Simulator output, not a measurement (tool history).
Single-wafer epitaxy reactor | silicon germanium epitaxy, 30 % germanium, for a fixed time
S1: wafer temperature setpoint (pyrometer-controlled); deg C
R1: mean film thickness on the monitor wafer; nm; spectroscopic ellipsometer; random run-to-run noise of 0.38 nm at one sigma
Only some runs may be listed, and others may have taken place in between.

{"run": 1, "hour": 0.0, "S1": 610, "chamber pressure (Torr)": 14.2, "R1": 64.485}
{"run": 2, "hour": 8.7, "S1": 618, "chamber pressure (Torr)": 14.2, "R1": 73.657}
{"run": 3, "hour": 12.8, "S1": 607, "chamber pressure (Torr)": 14.2, "R1": 61.121}
{"run": 4, "hour": 19.0, "S1": 602, "chamber pressure (Torr)": 14.2, "R1": 55.765}
{"run": 5, "hour": 27.4, "S1": 598, "chamber pressure (Torr)": 14.2, "R1": 51.899}
{"run": 6, "hour": 33.7, "S1": 598, "chamber pressure (Torr)": 15.1, "R1": 53.318}
{"run": 7, "hour": 39.4, "S1": 610, "chamber pressure (Torr)": 15.4, "R1": 66.586}

Run 8, settings as shown, results not yet in. Your forecast:
{"run": 8, "hour": 45.8, "S1": 613, "chamber pressure (Torr)": 15.4, "R1": "?"}

{"run 8": {"R1": 70.37}}

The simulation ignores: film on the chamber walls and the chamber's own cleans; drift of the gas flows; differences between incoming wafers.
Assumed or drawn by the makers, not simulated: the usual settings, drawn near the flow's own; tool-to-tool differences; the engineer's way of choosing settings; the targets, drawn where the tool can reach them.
